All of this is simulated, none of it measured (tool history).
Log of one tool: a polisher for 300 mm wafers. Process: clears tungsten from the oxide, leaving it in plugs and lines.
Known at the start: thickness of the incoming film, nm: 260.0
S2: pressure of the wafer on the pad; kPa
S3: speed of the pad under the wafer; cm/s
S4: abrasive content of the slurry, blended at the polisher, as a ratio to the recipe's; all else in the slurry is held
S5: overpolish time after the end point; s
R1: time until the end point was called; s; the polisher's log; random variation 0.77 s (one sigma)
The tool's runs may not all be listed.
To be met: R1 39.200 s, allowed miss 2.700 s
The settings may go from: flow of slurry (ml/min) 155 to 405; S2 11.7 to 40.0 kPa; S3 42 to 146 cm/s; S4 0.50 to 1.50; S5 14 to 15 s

Run 1, hour 0.0: flow of slurry (ml/min) 260, S2 25.5 kPa, S3 94 cm/s, S4 1.00, S5 14 s. Result: R1 67.044 s.
Run 2, hour 6.3: flow of slurry (ml/min) 260, S2 28.3 kPa, S3 94 cm/s, S4 1.00, S5 14 s. Result: R1 57.054 s.
Run 3, hour 8.9: flow of slurry (ml/min) 260, S2 33.8 kPa, S3 94 cm/s, S4 1.00, S5 14 s. Result: R1 50.464 s.
Run 4, hour 15.0: flow of slurry (ml/min) 260, S2 33.8 kPa, S3 94 cm/s, S4 1.15, S5 14 s. Result: R1 47.491 s.
Run 5, hour 20.8: flow of slurry (ml/min) 260, S2 34.5 kPa, S3 94 cm/s, S4 1.15, S5 14 s. Result: R1 47.308 s.
Run 6, hour 29.4: flow of slurry (ml/min) 260, S2 35.2 kPa, S3 94 cm/s, S4 1.15, S5 14 s. Result: R1 47.376 s.
Run 7, hour 31.1: flow of slurry (ml/min) 260, S2 35.9 kPa, S3 96 cm/s, S4 1.15, S5 14 s. Result: R1 47.621 s.
At hour 35.9: slurry nozzle cleaned.
Run 8, hour 35.9: flow of slurry (ml/min) 260, S2 36.5 kPa, S3 98 cm/s, S4 1.15, S5 14 s. Result: R1 43.524 s.

Which of these 4 next moves meets every target?
Run A, hour 40.7: flow of slurry (ml/min) 330, S2 40.0 kPa, S3 92 cm/s, S4 1.20, S5 14 s. Result: R1 ?.
Run B, hour 40.7: flow of slurry (ml/min) 305, S2 36.5 kPa, S3 90 cm/s, S4 1.00, S5 14 s. Result: R1 ?.
Run C, hour 40.7: flow of slurry (ml/min) 230, S2 37.9 kPa, S3 80 cm/s, S4 1.20, S5 15 s. Result: R1 ?.
Run D, hour 40.7: flow of slurry (ml/min) 295, S2 31.7 kPa, S3 102 cm/s, S4 1.05, S5 14 s. Result: R1 ?.

move      R1
   A  40.008
   B  46.331
   C  48.295
   D  47.515
A: meets every target
B: further off than the last run
C: further off than the last run
D: further off than the last run
The right move is A.
